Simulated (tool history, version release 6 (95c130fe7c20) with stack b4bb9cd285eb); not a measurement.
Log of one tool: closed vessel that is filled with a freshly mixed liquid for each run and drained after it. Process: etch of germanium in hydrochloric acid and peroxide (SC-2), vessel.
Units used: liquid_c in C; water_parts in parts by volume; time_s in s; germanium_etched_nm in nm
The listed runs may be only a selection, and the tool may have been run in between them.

run    day  liquid_c  water_parts  time_s  germanium_etched_nm
  1  0.000      63.0            6      30              116.660
  2  0.262      63.0            6      30              116.930
  3  0.446      63.0            6      30              117.080
  4  0.642      61.0            6      30              110.680
  5  0.792      59.5            6      30              105.060
  6  0.912      58.5            6      30              101.890
  7  1.012      57.5            6      30               99.675

Expected results for the next run?
  8  1.379      56.5            6      30                    ?

{"run 8": {"germanium_etched_nm": 95.726}}
